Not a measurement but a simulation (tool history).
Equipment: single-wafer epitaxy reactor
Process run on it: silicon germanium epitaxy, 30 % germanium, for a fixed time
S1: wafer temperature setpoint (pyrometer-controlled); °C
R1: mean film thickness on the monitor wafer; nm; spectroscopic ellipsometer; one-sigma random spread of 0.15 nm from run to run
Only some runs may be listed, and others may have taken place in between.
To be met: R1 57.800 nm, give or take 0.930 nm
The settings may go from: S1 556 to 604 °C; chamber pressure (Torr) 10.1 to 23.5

{"run": 1, "day": 0.0, "S1": 580, "chamber pressure (Torr)": 16.8, "R1": 39.628}
{"run": 2, "day": 0.075, "S1": 584, "chamber pressure (Torr)": 16.8, "R1": 43.104}
{"run": 3, "day": 0.208, "S1": 592, "chamber pressure (Torr)": 16.8, "R1": 51.357}
{"run": 4, "day": 0.496, "S1": 592, "chamber pressure (Torr)": 18.4, "R1": 53.28}
{"run": 5, "day": 0.862, "S1": 593, "chamber pressure (Torr)": 18.4, "R1": 54.513}
{"run": 6, "day": 1.004, "S1": 588, "chamber pressure (Torr)": 18.4, "R1": 48.652}
{"run": 7, "day": 1.25, "S1": 590, "chamber pressure (Torr)": 18.4, "R1": 50.863}
{"run": 8, "day": 1.579, "S1": 591, "chamber pressure (Torr)": 18.4, "R1": 52.243}
{"run": 9, "day": 1.9, "S1": 592, "chamber pressure (Torr)": 18.4, "R1": 53.146}
{"run": 10, "day": 1.933, "S1": 593, "chamber pressure (Torr)": 18.4, "R1": 54.36}
{"run": 11, "day": 2.129, "S1": 594, "chamber pressure (Torr)": 18.4, "R1": 55.334}
{"run": 12, "day": 2.442, "S1": 595, "chamber pressure (Torr)": 18.4, "R1": 56.691}

Which of these 5 next moves meets every target?
{"run": "A", "day": 2.754, "S1": 593, "chamber pressure (Torr)": 19.0, "R1": "?"}
{"run": "B", "day": 2.754, "S1": 598, "chamber pressure (Torr)": 18.1, "R1": "?"}
{"run": "C", "day": 2.754, "S1": 596, "chamber pressure (Torr)": 17.0, "R1": "?"}
{"run": "D", "day": 2.754, "S1": 595, "chamber pressure (Torr)": 19.0, "R1": "?"}
{"run": "E", "day": 2.754, "S1": 591, "chamber pressure (Torr)": 20.8, "R1": "?"}

move=A R1=55.411
move=B R1=60.267
move=C R1=56.276
move=D R1=57.790
move=E R1=55.196
A: further off than the last run
B: moves the result that the last run missed by most past its target, out the other side
C: further off than the last run
D: all results land within tolerance of their targets
E: further off than the last run
The move that meets every target is D.
